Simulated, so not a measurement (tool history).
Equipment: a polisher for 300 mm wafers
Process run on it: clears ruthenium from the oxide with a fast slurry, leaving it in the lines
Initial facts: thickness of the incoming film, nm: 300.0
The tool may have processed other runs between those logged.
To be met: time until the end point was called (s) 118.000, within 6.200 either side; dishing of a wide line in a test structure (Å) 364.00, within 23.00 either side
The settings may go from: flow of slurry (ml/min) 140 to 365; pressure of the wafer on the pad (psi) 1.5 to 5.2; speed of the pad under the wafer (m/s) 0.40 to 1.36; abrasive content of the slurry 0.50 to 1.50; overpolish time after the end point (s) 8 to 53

| run | hour | flow of slurry (ml/min) | pressure of the wafer on the pad (psi) | speed of the pad under the wafer (m/s) | abrasive content of the slurry | overpolish time after the end point (s) | time until the end point was called (s) | dishing of a wide line in a test structure (Å) |
|---|---|---|---|---|---|---|---|---|
| 1 | 0.0 | 235 | 3.3 | 0.88 | 1.00 | 27 | 78.115 | 564.12 |
| 2 | 5.4 | 235 | 3.1 | 0.88 | 1.00 | 26 | 80.263 | 549.32 |
| 3 | 7.5 | 235 | 2.9 | 0.88 | 1.00 | 25 | 87.489 | 504.28 |
| 4 | 14.7 | 235 | 2.9 | 0.88 | 1.00 | 30 | 86.068 | 589.11 |
| 5 | 19.9 | 235 | 2.8 | 0.88 | 1.00 | 28 | 91.753 | 541.59 |
| 6 | 27.2 | 235 | 2.7 | 0.88 | 1.00 | 26 | 92.187 | 504.69 |
| 7 | 29.1 | 235 | 2.6 | 0.88 | 1.00 | 25 | 94.544 | 491.34 |
| 8 | 35.8 | 235 | 2.5 | 0.88 | 1.00 | 24 | 97.969 | 484.65 |
| 9 | 41.7 | 235 | 2.4 | 0.88 | 1.00 | 23 | 98.845 | 452.12 |
| 10 | 46.4 | 235 | 2.3 | 0.88 | 1.00 | 22 | 101.790 | 426.44 |

Exercise: of the 5 proposed moves below, exactly one satisfies all targets within the stated allowed misses. Which move is it?
| A | 51.1 | 235 | 1.8 | 0.86 | 1.00 | 37 | ? | ? |
| B | 51.1 | 285 | 1.8 | 0.76 | 1.40 | 21 | ? | ? |
| C | 51.1 | 295 | 1.8 | 0.98 | 1.15 | 20 | ? | ? |
| D | 51.1 | 220 | 1.7 | 1.04 | 1.00 | 20 | ? | ? |
| E | 51.1 | 230 | 2.1 | 0.86 | 1.05 | 35 | ? | ? |

| move | time until the end point was called (s) | dishing of a wide line in a test structure (Å) |
|---|---|---|
| A | 125.970 | 545.75 |
| B | 120.600 | 373.47 |
| C | 102.050 | 409.19 |
| D | 109.990 | 386.31 |
| E | 111.360 | 570.20 |
A: misses by more than the last run did
B: meets every target
C: an improvement on the last run, though not all results are within tolerance
D: brings the result that was furthest off to its target, and leaves another outside
E: misses by more than the last run did
The right move is B.

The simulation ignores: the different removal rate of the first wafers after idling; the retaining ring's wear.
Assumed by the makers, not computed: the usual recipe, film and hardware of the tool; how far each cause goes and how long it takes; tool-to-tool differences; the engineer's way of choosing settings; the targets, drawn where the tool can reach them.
